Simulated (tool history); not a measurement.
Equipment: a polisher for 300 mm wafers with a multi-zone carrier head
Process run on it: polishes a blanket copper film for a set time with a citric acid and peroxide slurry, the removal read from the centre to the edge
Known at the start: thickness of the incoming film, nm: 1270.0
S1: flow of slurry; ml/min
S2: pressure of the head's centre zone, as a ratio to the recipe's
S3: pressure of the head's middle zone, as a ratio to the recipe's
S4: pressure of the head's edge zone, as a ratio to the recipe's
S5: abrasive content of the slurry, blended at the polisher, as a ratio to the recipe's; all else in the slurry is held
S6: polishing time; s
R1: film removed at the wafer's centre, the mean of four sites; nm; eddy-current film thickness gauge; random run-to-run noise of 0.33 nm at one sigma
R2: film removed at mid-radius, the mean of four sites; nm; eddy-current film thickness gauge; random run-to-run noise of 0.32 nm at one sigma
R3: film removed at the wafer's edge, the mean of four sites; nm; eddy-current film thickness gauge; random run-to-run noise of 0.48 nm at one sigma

run 1 hour=0 | S1=240 S2=1 S3=1 S4=1 S5=1 S6=38 | R1=57.046 R2=57.146 R3=57.093
run 2 hour=5.3 | S1=240 S2=1 S3=0.97 S4=1 S5=1 S6=38 | R1=57.228 R2=55.701 R3=55.938
run 3 hour=5.9 | S1=240 S2=0.97 S3=0.96 S4=0.95 S5=0.9 S6=36 | R1=51.424 R2=51.815 R3=52.971
run 4 hour=9.2 | S1=245 S2=0.99 S3=0.99 S4=0.93 S5=0.8 S6=32 | R1=45.383 R2=46.215 R3=43.888
run 5 hour=10.6 | S1=245 S2=0.99 S3=0.99 S4=1.01 S5=0.8 S6=32 | R1=44.947 R2=46.053 R3=46.487
run 6 hour=11.4 | S1=245 S2=0.99 S3=0.99 S4=0.96 S5=0.8 S6=32 | R1=45.681 R2=45.4 R3=45.612
run 7 hour=17.5 | S1=245 S2=0.98 S3=1.01 S4=0.93 S5=0.75 S6=31 | R1=43.137 R2=45.082 R3=43.001

The next listed run, before its measurement:
-- hour=19.7 worn pad replaced by a new one
run 8 hour=19.7 | S1=230 S2=0.94 S3=0.95 S4=0.83 S5=0.5 S6=27 | R1=? R2=? R3=?

{"run 8": {"R1": 37.438, "R2": 37.786, "R3": 36.104}}
